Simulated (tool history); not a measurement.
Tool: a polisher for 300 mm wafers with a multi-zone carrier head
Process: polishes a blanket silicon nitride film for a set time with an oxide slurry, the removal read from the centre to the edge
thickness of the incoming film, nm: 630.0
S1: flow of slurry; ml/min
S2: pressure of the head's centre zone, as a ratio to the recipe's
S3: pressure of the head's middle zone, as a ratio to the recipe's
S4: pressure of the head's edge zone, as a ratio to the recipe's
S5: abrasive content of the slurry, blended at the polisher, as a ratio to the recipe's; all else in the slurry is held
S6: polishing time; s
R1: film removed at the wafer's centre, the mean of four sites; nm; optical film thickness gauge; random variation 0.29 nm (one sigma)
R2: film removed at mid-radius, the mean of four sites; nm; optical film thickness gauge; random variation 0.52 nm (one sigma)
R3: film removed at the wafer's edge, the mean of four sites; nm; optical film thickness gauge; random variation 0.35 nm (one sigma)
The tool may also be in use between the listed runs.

{"run": 1, "hour": 0.0, "S1": 185, "S2": 1, "S3": 1, "S4": 1, "S5": 1, "S6": 89, "R1": 38.855, "R2": 38.231, "R3": 38.546}
{"run": 2, "hour": 3.8, "S1": 180, "S2": 0.96, "S3": 1.02, "S4": 0.98, "S5": 1, "S6": 89, "R1": 36.954, "R2": 38.632, "R3": 38.391}
{"run": 3, "hour": 6.8, "S1": 180, "S2": 1.02, "S3": 1.02, "S4": 0.98, "S5": 1, "S6": 89, "R1": 38.851, "R2": 39.807, "R3": 38.463}
{"run": 4, "hour": 11.4, "S1": 180, "S2": 1.02, "S3": 0.98, "S4": 0.98, "S5": 1, "S6": 89, "R1": 39.254, "R2": 37.442, "R3": 37.612}
{"run": 5, "hour": 18.4, "S1": 180, "S2": 1.05, "S3": 0.98, "S4": 0.98, "S5": 1, "S6": 89, "R1": 40.729, "R2": 37.66, "R3": 37.905}
{"run": 6, "hour": 24.4, "S1": 180, "S2": 1.05, "S3": 0.92, "S4": 0.98, "S5": 1, "S6": 89, "R1": 39.818, "R2": 35.547, "R3": 38.132}

The next listed run, before its measurement:
{"run": 7, "hour": 25.3, "S1": 170, "S2": 1, "S3": 0.96, "S4": 0.96, "S5": 1, "S6": 89, "R1": "?", "R2": "?", "R3": "?"}

R1: 36.834 nm
R2: 36.3 nm
R3: 37.331 nm
